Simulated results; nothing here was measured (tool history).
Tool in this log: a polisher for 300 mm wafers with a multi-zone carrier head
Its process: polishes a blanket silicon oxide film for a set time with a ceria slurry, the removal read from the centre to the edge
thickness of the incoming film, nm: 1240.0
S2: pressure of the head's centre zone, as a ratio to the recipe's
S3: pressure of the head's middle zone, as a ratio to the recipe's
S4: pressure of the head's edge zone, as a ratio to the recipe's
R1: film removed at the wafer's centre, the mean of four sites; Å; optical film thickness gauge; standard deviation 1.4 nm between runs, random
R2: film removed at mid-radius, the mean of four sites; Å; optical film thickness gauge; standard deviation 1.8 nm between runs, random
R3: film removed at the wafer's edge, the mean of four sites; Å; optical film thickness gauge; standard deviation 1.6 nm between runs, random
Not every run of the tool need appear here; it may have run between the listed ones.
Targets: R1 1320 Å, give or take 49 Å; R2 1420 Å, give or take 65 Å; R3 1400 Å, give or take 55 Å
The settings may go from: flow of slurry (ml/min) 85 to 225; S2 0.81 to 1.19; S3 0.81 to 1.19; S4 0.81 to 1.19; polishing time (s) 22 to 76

run 1 day=0 | flow_of_slurry_(ml/min)=145 S2=1 S3=1 S4=1 polishing_time_(s)=49 | R1=2201.9 R2=2259.1 R3=2230
run 2 day=0.329 | flow_of_slurry_(ml/min)=140 S2=0.98 S3=0.99 S4=0.97 polishing_time_(s)=44 | R1=1958.8 R2=2004.9 R3=1968.4
run 3 day=0.692 | flow_of_slurry_(ml/min)=135 S2=0.95 S3=0.98 S4=0.95 polishing_time_(s)=41 | R1=1745.2 R2=1792 R3=1855.4
run 4 day=1.067 | flow_of_slurry_(ml/min)=135 S2=0.95 S3=0.98 S4=1 polishing_time_(s)=41 | R1=1710.3 R2=1808.3 R3=1848.5
run 5 day=1.429 | flow_of_slurry_(ml/min)=135 S2=0.95 S3=0.99 S4=0.99 polishing_time_(s)=38 | R1=1629.2 R2=1698.5 R3=1695.3
run 6 day=1.704 | flow_of_slurry_(ml/min)=135 S2=0.95 S3=0.99 S4=0.91 polishing_time_(s)=38 | R1=1612 R2=1675.2 R3=1641.1
run 7 day=2.038 | flow_of_slurry_(ml/min)=115 S2=0.9 S3=0.97 S4=0.84 polishing_time_(s)=31 | R1=1227.2 R2=1365.3 R3=1296.4
run 8 day=2.288 | flow_of_slurry_(ml/min)=120 S2=0.9 S3=0.97 S4=0.85 polishing_time_(s)=31 | R1=1222.9 R2=1344.2 R3=1283.8
run 9 day=2.529 | flow_of_slurry_(ml/min)=130 S2=0.91 S3=0.97 S4=0.92 polishing_time_(s)=35 | R1=1430.2 R2=1506.9 R3=1506.8
run 10 day=2.846 | flow_of_slurry_(ml/min)=125 S2=0.91 S3=0.97 S4=0.9 polishing_time_(s)=35 | R1=1402.8 R2=1500.6 R3=1496.2
run 11 day=3.167 | flow_of_slurry_(ml/min)=120 S2=0.91 S3=0.97 S4=0.89 polishing_time_(s)=35 | R1=1442.1 R2=1510.1 R3=1498.2
run 12 day=3.446 | flow_of_slurry_(ml/min)=120 S2=0.9 S3=0.97 S4=0.88 polishing_time_(s)=35 | R1=1397.8 R2=1516.2 R3=1474.8

5 candidate next runs follow, results not yet known. Just one meets every target within its allowed miss. Identify it.
run A day=3.725 | flow_of_slurry_(ml/min)=165 S2=0.84 S3=0.92 S4=0.84 polishing_time_(s)=33 | R1=? R2=? R3=?
run B day=3.725 | flow_of_slurry_(ml/min)=145 S2=0.93 S3=0.84 S4=0.83 polishing_time_(s)=34 | R1=? R2=? R3=?
run C day=3.725 | flow_of_slurry_(ml/min)=90 S2=1.04 S3=1.01 S4=0.88 polishing_time_(s)=34 | R1=? R2=? R3=?
run D day=3.725 | flow_of_slurry_(ml/min)=130 S2=0.82 S3=0.9 S4=0.97 polishing_time_(s)=33 | R1=? R2=? R3=?
run E day=3.725 | flow_of_slurry_(ml/min)=125 S2=0.87 S3=0.87 S4=0.83 polishing_time_(s)=37 | R1=? R2=? R3=?

move=A R1=1345 R2=1408.8 R3=1372.6
move=B R1=1477.7 R2=1321 R3=1389.5
move=C R1=1489.4 R2=1423.4 R3=1347.4
move=D R1=1266.6 R2=1335.2 R3=1430.3
move=E R1=1481.5 R2=1446.6 R3=1487.1
A: all results land within tolerance of their targets
B: its largest miss is bigger than the last run's
C: its largest miss is bigger than the last run's
D: takes the result that was furthest off past its target
E: its largest miss is bigger than the last run's
A is the move that brings every result within its allowed miss.
